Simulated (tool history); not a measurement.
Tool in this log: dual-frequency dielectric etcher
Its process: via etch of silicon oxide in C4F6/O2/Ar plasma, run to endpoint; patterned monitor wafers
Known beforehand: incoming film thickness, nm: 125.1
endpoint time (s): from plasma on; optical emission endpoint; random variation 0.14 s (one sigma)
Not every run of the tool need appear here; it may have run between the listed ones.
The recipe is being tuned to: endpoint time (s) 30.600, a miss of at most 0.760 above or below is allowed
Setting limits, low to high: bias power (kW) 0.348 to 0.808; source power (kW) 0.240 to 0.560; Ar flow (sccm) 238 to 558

run	hour	bias power (kW)	source power (kW)	Ar flow (sccm)	endpoint time (s)
1	0.0	0.578	0.400	398	27.725
2	5.0	0.578	0.430	398	26.818
3	11.4	0.637	0.430	398	25.831
4	17.1	0.637	0.360	398	27.522
5	17.7	0.617	0.360	399	28.004
6	22.6	0.617	0.330	399	28.751
7	24.9	0.605	0.330	400	28.909
8	26.4	0.594	0.330	401	29.422
9	27.8	0.594	0.330	401	29.175
10	33.7	0.585	0.330	401	29.622
11	39.8	0.580	0.330	401	29.669
12	41.2	0.580	0.330	401	29.490
13	43.6	0.573	0.330	401	29.689
14	46.8	0.567	0.330	401	30.052

Next run, 4 choices. One meets every target within its allowed miss, the rest don't. Which?
A	50.0	0.473	0.370	364	?
B	50.0	0.573	0.360	388	?
C	50.0	0.705	0.290	438	?
D	50.0	0.488	0.320	419	?

move	endpoint time (s)
A	30.237
B	28.461
C	28.709
D	32.169
A: every result lands within tolerance
B: the biggest miss grows against the last run
C: the biggest miss grows against the last run
D: carries the result that was furthest off beyond its target, to the other side
Correct choice: A, which meets every target
